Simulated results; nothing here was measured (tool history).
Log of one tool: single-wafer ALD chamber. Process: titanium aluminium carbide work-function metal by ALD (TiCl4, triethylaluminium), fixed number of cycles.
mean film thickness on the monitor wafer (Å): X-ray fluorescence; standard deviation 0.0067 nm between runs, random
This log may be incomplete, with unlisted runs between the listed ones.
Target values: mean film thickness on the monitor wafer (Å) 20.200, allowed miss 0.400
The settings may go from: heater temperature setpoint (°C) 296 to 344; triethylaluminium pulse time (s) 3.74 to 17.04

run  hour  heater temperature setpoint (°C)  triethylaluminium pulse time (s)  mean film thickness on the monitor wafer (Å)
  1   0.0                               320                             10.39                                        22.013
  2   7.6                               326                             10.39                                        22.714
  3  13.7                               331                             10.39                                        23.188
  4  18.9                               326                              9.81                                        22.348
     22.7  -- triethylaluminium bottle replaced
  5  22.7                               316                              9.81                                        22.324
  6  28.9                               316                              8.30                                        22.007
  7  32.0                               312                              7.35                                        21.281
  8  37.7                               310                              6.78                                        20.606

Of the 4 settings listed for the next run, only one would bring every result within its allowed miss of target. Which one?
  A  43.4                               312                              7.30                                             ?
  B  43.4                               312                              7.34                                             ?
  C  43.4                               299                              7.91                                             ?
  D  43.4                               314                              6.76                                             ?

move  mean film thickness on the monitor wafer (Å)
   A                                        21.121
   B                                        21.140
   C                                        20.093
   D                                        21.032
A: the biggest miss grows against the last run
B: the biggest miss grows against the last run
C: meets every target
D: the biggest miss grows against the last run
The right move is C.

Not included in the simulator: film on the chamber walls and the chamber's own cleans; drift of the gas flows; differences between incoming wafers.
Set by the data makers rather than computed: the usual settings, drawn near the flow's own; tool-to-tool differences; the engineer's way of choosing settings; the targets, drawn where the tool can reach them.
